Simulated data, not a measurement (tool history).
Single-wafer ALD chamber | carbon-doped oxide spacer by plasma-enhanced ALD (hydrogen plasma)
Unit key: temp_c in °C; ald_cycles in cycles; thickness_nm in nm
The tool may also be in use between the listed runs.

run,hour,temp_c,ald_cycles,thickness_nm
1,0,400,533,27.464
2,1.6,401,496,25.555
3,7,401,471,24.442
4,9.8,401,453,23.282
5,16.2,405,453,23.011
6,23.5,405,514,26.093
7,28.8,407,489,24.761

Estimate the outcome of run 8 from the log above:
8,31.2,408,471,?

Logged for run 8: thickness_nm 23.765 nm.

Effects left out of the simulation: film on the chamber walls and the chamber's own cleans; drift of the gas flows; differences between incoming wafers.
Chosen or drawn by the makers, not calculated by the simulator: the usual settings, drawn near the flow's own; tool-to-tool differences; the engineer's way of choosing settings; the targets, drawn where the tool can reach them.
